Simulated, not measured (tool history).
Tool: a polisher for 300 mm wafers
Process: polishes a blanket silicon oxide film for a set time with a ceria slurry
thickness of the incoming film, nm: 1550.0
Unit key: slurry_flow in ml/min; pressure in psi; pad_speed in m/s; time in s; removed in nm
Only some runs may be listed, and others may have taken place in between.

run	hour	slurry_flow	pressure	pad_speed	time	removed
1	0.0	190	3.6	1.1	43	215.57
2	8.3	190	4.4	1.1	43	256.64
3	9.4	190	4.0	1.1	43	234.54
4	15.2	190	3.7	1.1	43	221.38
5	19.4	190	3.7	1.1	39	196.29
6	22.6	220	3.7	1.1	39	197.82
7	26.2	220	3.5	1.1	39	189.82
8	31.4	220	3.4	1.1	39	184.52

Forecast run 9:
9	39.6	205	2.8	1.1	39	?

{"run 9": {"removed": 151.28}}

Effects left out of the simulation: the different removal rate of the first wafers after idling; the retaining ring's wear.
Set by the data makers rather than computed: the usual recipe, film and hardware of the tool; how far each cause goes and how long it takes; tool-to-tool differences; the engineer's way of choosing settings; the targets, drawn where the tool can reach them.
